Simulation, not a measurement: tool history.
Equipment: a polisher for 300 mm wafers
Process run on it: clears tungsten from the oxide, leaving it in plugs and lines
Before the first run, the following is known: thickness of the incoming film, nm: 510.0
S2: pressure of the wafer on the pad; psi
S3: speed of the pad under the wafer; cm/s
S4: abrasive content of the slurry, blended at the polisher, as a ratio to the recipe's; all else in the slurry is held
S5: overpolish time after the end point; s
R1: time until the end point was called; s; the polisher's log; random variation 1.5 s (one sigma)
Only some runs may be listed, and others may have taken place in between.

{"run": 1, "hour": 0.0, "flow of slurry (ml/min)": 185, "S2": 3.3, "S3": 88, "S4": 1, "S5": 8, "R1": 170.3}
{"run": 2, "hour": 7.0, "flow of slurry (ml/min)": 185, "S2": 3.3, "S3": 88, "S4": 1, "S5": 8, "R1": 168.79}
{"run": 3, "hour": 9.9, "flow of slurry (ml/min)": 185, "S2": 3.3, "S3": 88, "S4": 1, "S5": 8, "R1": 167.14}
{"run": 4, "hour": 11.6, "flow of slurry (ml/min)": 185, "S2": 3.3, "S3": 96, "S4": 1, "S5": 8, "R1": 157.82}
{"run": 5, "hour": 19.2, "flow of slurry (ml/min)": 185, "S2": 3.8, "S3": 102, "S4": 1, "S5": 8, "R1": 126.57}
{"run": 6, "hour": 21.8, "flow of slurry (ml/min)": 185, "S2": 3.8, "S3": 102, "S4": 1.15, "S5": 8, "R1": 118.94}
{"run": 7, "hour": 25.3, "flow of slurry (ml/min)": 185, "S2": 4.2, "S3": 104, "S4": 1.15, "S5": 8, "R1": 108.01}
{"run": 8, "hour": 30.0, "flow of slurry (ml/min)": 185, "S2": 4.5, "S3": 108, "S4": 1.15, "S5": 8, "R1": 101.79}
{"run": 9, "hour": 31.2, "flow of slurry (ml/min)": 185, "S2": 4.7, "S3": 112, "S4": 1.15, "S5": 8, "R1": 93.11}
{"run": 10, "hour": 34.2, "flow of slurry (ml/min)": 185, "S2": 4.8, "S3": 116, "S4": 1.15, "S5": 8, "R1": 87.809}

For run 11, what comes out?
{"run": 11, "hour": 41.0, "flow of slurry (ml/min)": 185, "S2": 4.9, "S3": 118, "S4": 1.15, "S5": 8, "R1": "?"}

{"run 11": {"R1": 83.905}}
